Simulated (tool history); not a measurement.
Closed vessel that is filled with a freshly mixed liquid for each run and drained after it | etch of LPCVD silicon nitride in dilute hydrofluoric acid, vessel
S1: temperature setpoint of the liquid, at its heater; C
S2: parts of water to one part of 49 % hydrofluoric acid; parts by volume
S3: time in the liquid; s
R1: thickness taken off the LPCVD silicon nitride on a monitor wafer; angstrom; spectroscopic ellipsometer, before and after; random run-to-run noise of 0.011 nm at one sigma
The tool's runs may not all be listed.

{"run": 1, "hour": 0.0, "S1": 25.0, "S2": 145, "S3": 930, "R1": 32.56}
{"run": 2, "hour": 6.0, "S1": 23.5, "S2": 145, "S3": 930, "R1": 29.912}
{"run": 3, "hour": 14.9, "S1": 22.0, "S2": 150, "S3": 930, "R1": 26.309}
{"run": 4, "hour": 22.3, "S1": 22.0, "S2": 120, "S3": 930, "R1": 32.361}
{"run": 5, "hour": 28.9, "S1": 22.0, "S2": 120, "S3": 720, "R1": 25.41}
{"run": 6, "hour": 34.5, "S1": 20.5, "S2": 120, "S3": 720, "R1": 22.478}
{"run": 7, "hour": 38.5, "S1": 20.0, "S2": 120, "S3": 720, "R1": 22.154}
{"run": 8, "hour": 44.3, "S1": 19.5, "S2": 120, "S3": 720, "R1": 21.229}

For run 9, what comes out?
{"run": 9, "hour": 46.3, "S1": 19.0, "S2": 120, "S3": 720, "R1": "?"}

{"run 9": {"R1": 20.704}}
